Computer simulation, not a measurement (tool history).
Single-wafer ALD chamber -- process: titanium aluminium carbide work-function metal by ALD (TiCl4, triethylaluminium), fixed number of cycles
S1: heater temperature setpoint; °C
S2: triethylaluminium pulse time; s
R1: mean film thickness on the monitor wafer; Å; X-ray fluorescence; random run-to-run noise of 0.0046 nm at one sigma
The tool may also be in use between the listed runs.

run 1 day=0 | S1=300 S2=9.27 | R1=20.749
run 2 day=0.133 | S1=297 S2=8.74 | R1=20.342
run 3 day=0.254 | S1=297 S2=10.58 | R1=20.853
run 4 day=0.542 | S1=297 S2=9.14 | R1=20.404
run 5 day=0.675 | S1=295 S2=8.7 | R1=20.128
run 6 day=1.025 | S1=305 S2=8.7 | R1=20.997
run 7 day=1.333 | S1=302 S2=8.12 | R1=20.678
run 8 day=1.642 | S1=299 S2=7.66 | R1=20.181
run 9 day=1.9 | S1=297 S2=7.26 | R1=19.798
run 10 day=2.254 | S1=295 S2=6.99 | R1=19.522
run 11 day=2.388 | S1=293 S2=6.77 | R1=19.369

What does the tool deliver on the next run?
run 12 day=2.454 | S1=291 S2=6.52 | R1=?

Run 12 came out at R1 19.113 Å.

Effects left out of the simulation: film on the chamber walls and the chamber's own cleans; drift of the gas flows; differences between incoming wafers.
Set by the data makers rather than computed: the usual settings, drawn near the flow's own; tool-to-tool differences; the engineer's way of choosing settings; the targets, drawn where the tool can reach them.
